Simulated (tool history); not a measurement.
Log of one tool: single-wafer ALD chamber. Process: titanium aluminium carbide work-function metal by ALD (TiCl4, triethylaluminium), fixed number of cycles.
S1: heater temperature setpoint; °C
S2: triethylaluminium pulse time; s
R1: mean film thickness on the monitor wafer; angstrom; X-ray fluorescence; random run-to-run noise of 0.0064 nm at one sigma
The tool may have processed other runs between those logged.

{"run": 1, "hour": 0.0, "S1": 285, "S2": 12.13, "R1": 17.537}
{"run": 2, "hour": 1.9, "S1": 285, "S2": 9.51, "R1": 17.166}
{"run": 3, "hour": 8.7, "S1": 285, "S2": 7.75, "R1": 16.555}
{"run": 4, "hour": 12.6, "S1": 285, "S2": 9.77, "R1": 17.106}
{"run": 5, "hour": 21.2, "S1": 285, "S2": 11.76, "R1": 17.33}
{"run": 6, "hour": 29.8, "S1": 295, "S2": 11.76, "R1": 18.1}
{"run": 7, "hour": 32.0, "S1": 297, "S2": 12.02, "R1": 18.364}

Predict the results of run 8:
{"run": 8, "hour": 34.5, "S1": 298, "S2": 12.18, "R1": "?"}

R1: 18.522 angstrom
